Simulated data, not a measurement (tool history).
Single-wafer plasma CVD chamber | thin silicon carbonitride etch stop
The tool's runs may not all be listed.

run,day,RF power (kW),deposition time (s),mean film thickness on the monitor wafer (nm)
1,0,0.185,13.5,6.8024
2,0.1,0.17,12.8,6.2867
3,0.396,0.17,11.6,5.7221
4,0.488,0.16,11.5,5.5949
5,0.812,0.16,10.2,4.9218
6,1.117,0.175,10.3,5.0739
# day 1.488: thermocouple changed; heater temperature recalibrated
7,1.488,0.185,10.4,5.2133
8,1.533,0.19,10.4,5.2614
9,1.604,0.195,10.4,5.2653

Forecast run 10:
10,1.933,0.195,10.4,?

mean film thickness on the monitor wafer (nm): 5.2868
